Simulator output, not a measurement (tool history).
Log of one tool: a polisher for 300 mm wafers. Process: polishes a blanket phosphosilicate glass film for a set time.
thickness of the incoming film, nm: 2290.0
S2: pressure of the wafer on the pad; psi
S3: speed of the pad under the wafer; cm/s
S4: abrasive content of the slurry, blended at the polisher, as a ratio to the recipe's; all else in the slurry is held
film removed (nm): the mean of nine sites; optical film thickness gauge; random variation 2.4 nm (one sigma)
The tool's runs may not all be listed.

{"run": 1, "day": 0.0, "flow of slurry (ml/min)": 310, "S2": 2.6, "S3": 92, "S4": 1, "polishing time (s)": 26, "film removed (nm)": 180.53}
{"run": 2, "day": 0.367, "flow of slurry (ml/min)": 310, "S2": 2.9, "S3": 92, "S4": 1, "polishing time (s)": 26, "film removed (nm)": 203.81}
{"run": 3, "day": 0.433, "flow of slurry (ml/min)": 310, "S2": 2.3, "S3": 92, "S4": 1, "polishing time (s)": 26, "film removed (nm)": 162.28}
{"run": 4, "day": 0.712, "flow of slurry (ml/min)": 310, "S2": 2.6, "S3": 92, "S4": 1, "polishing time (s)": 26, "film removed (nm)": 181.98}
{"run": 5, "day": 1.067, "flow of slurry (ml/min)": 310, "S2": 2.6, "S3": 72, "S4": 1, "polishing time (s)": 26, "film removed (nm)": 147.25}
{"run": 6, "day": 1.212, "flow of slurry (ml/min)": 310, "S2": 2.6, "S3": 94, "S4": 1, "polishing time (s)": 26, "film removed (nm)": 186.69}

Predict the results of run 7:
{"run": 7, "day": 1.517, "flow of slurry (ml/min)": 310, "S2": 3.3, "S3": 96, "S4": 1, "polishing time (s)": 26, "film removed (nm)": "?"}

Run 7 came out at film removed (nm) 239.38.

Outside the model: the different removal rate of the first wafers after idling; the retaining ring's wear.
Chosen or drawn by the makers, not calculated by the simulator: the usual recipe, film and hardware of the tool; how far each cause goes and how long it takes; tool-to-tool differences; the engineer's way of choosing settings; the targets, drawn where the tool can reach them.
